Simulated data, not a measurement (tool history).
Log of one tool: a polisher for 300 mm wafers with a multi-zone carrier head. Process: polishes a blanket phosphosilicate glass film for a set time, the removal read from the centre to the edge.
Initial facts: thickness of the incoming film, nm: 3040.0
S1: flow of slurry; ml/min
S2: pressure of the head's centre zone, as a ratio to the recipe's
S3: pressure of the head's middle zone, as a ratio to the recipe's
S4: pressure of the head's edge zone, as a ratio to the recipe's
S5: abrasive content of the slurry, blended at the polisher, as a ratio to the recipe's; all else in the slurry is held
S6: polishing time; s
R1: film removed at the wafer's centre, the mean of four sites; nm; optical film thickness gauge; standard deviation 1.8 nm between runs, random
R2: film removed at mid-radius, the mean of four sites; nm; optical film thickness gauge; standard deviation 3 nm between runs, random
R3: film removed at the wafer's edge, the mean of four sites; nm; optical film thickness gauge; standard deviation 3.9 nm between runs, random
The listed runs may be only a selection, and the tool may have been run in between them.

run	hour	S1	S2	S3	S4	S5	S6	R1	R2	R3
1	0	250	1	1	1	1	47	369.9	371.48	380.95
2	5.4	250	1.06	1	1	1	47	393.04	365.32	385.49
3	11.9	250	1.06	1	0.92	1	47	386.91	375.47	358.33
4	19.5	250	1.06	1	0.92	1.15	47	411.61	387.26	385.74
5	22.5	250	1.06	0.93	0.92	1.15	47	419.28	374.08	381.66
6	29.8	245	1.03	0.92	0.94	1.05	46	375.03	344.17	372.43
7	31.8	245	1.01	0.92	0.93	0.95	45	348.06	331.78	342.79
8	37.6	240	0.99	0.91	0.93	0.9	45	332.07	321.41	330.06
9	42	235	0.96	0.9	0.94	0.85	45	317.82	308.53	332.61
10	43.5	230	0.94	0.9	0.93	0.8	45	303.93	302.33	328.43
11	46	230	0.92	0.9	0.92	0.75	44	280.92	287.26	303.03
12	49.7	230	0.92	0.9	0.92	0.75	44	285.58	288.01	313.48
13	58	205	0.82	0.91	0.84	0.5	43	209.57	242.95	248.76

Predict the results of run 14:
14	63.6	210	0.82	0.91	0.85	0.5	43	?	?	?

R1: 211.69 nm
R2: 241.7 nm
R3: 245.22 nm

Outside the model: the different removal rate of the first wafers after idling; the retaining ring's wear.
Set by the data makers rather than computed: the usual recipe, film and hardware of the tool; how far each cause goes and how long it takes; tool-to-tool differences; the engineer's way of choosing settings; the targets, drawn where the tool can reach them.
